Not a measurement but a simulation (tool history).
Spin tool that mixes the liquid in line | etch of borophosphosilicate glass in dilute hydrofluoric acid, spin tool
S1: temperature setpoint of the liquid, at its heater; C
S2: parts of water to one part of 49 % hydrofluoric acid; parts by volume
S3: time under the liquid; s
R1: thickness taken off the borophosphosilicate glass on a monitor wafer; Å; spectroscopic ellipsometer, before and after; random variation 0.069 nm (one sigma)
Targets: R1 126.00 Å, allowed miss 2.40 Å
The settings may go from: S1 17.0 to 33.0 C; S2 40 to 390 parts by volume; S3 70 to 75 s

{"run": 1, "hour": 0.0, "S1": 25.0, "S2": 215, "S3": 70, "R1": 104.75}
{"run": 2, "hour": 4.8, "S1": 26.0, "S2": 215, "S3": 70, "R1": 108.89}
{"run": 3, "hour": 12.0, "S1": 27.0, "S2": 215, "S3": 70, "R1": 112.04}
{"run": 4, "hour": 19.4, "S1": 27.0, "S2": 215, "S3": 70, "R1": 111.84}
{"run": 5, "hour": 24.3, "S1": 28.0, "S2": 215, "S3": 70, "R1": 115.03}
{"run": 6, "hour": 33.1, "S1": 28.0, "S2": 180, "S3": 70, "R1": 144.19}
{"run": 7, "hour": 34.2, "S1": 28.0, "S2": 180, "S3": 70, "R1": 145.66}
{"run": 8, "hour": 41.1, "S1": 27.0, "S2": 180, "S3": 70, "R1": 140.28}
{"run": 9, "hour": 43.4, "S1": 26.0, "S2": 180, "S3": 70, "R1": 134.28}

5 next moves are on the table. One of them brings every result within its allowed miss. Which?
{"run": "A", "hour": 45.7, "S1": 25.5, "S2": 175, "S3": 75, "R1": "?"}
{"run": "B", "hour": 45.7, "S1": 29.5, "S2": 205, "S3": 75, "R1": "?"}
{"run": "C", "hour": 45.7, "S1": 24.0, "S2": 190, "S3": 75, "R1": "?"}
{"run": "D", "hour": 45.7, "S1": 26.0, "S2": 175, "S3": 70, "R1": "?"}
{"run": "E", "hour": 45.7, "S1": 25.0, "S2": 180, "S3": 70, "R1": "?"}

move=A R1=148.03
move=B R1=140.22
move=C R1=126.76
move=D R1=140.70
move=E R1=131.09
A: further off than the last run
B: further off than the last run
C: meets every target
D: further off than the last run
E: nearer than the last run, and not there yet
The right move is C.

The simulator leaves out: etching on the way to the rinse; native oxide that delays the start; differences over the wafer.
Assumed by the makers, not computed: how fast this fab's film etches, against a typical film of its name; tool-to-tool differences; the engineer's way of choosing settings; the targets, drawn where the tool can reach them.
